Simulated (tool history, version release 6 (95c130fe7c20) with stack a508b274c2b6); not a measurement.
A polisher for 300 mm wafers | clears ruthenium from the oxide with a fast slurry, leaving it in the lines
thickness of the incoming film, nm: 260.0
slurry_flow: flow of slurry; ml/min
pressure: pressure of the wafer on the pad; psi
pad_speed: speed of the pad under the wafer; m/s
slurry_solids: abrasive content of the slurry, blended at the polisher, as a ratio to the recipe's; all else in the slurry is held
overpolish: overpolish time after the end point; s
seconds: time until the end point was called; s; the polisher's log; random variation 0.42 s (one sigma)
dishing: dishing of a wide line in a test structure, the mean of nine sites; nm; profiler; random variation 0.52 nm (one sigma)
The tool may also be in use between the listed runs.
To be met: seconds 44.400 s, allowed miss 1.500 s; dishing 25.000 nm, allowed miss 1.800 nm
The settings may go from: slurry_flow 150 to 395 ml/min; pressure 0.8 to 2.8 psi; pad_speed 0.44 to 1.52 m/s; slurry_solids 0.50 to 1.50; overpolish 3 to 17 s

| run | hour | slurry_flow | pressure | pad_speed | slurry_solids | overpolish | seconds | dishing |
|---|---|---|---|---|---|---|---|---|
| 1 | 0.0 | 250 | 1.8 | 0.98 | 1.00 | 9 | 86.229 | 23.462 |
| 2 | 2.0 | 250 | 1.8 | 0.98 | 1.15 | 9 | 80.517 | 24.404 |
| 3 | 5.4 | 250 | 1.8 | 1.20 | 1.15 | 9 | 65.697 | 29.971 |
| 4 | 6.7 | 250 | 1.4 | 1.20 | 1.15 | 9 | 76.114 | 26.040 |
| 5 | 14.1 | 250 | 1.1 | 1.20 | 1.15 | 9 | 87.433 | 22.779 |
| 6 | 19.2 | 255 | 1.4 | 1.20 | 1.15 | 8 | 75.830 | 24.470 |
| 7 | 25.7 | 235 | 1.6 | 1.20 | 1.20 | 7 | 69.712 | 22.918 |
| 8 | 32.3 | 305 | 2.1 | 1.22 | 1.25 | 4 | 54.643 | 16.184 |
| 9 | 34.0 | 295 | 2.2 | 1.22 | 1.25 | 4 | 52.737 | 17.444 |
| 10 | 35.4 | 285 | 2.3 | 1.22 | 1.25 | 4 | 51.063 | 18.207 |
| 11 | 44.2 | 275 | 2.4 | 1.22 | 1.25 | 4 | 50.362 | 18.285 |
| 12 | 52.9 | 275 | 2.5 | 1.22 | 1.25 | 4 | 49.783 | 19.064 |
| 13 | 54.9 | 280 | 2.6 | 1.22 | 1.25 | 4 | 48.144 | 18.989 |
| 14 | 56.6 | 275 | 2.6 | 1.24 | 1.25 | 4 | 47.132 | 19.544 |

Which of these 5 next moves meets every target?
| A | 58.3 | 270 | 2.5 | 1.18 | 1.15 | 7 | ? | ? |
| B | 58.3 | 375 | 2.6 | 1.46 | 1.00 | 5 | ? | ? |
| C | 58.3 | 310 | 2.4 | 1.24 | 1.15 | 5 | ? | ? |
| D | 58.3 | 205 | 2.8 | 1.16 | 1.30 | 6 | ? | ? |
| E | 58.3 | 245 | 2.8 | 1.22 | 1.00 | 3 | ? | ? |

| move | seconds | dishing |
|---|---|---|
| A | 53.183 | 29.658 |
| B | 44.229 | 25.906 |
| C | 51.706 | 22.492 |
| D | 47.868 | 28.405 |
| E | 51.338 | 14.079 |
A: takes the result that was furthest off past its target
B: meets every target
C: further off than the last run
D: takes the result that was furthest off past its target
E: further off than the last run
Answer: B
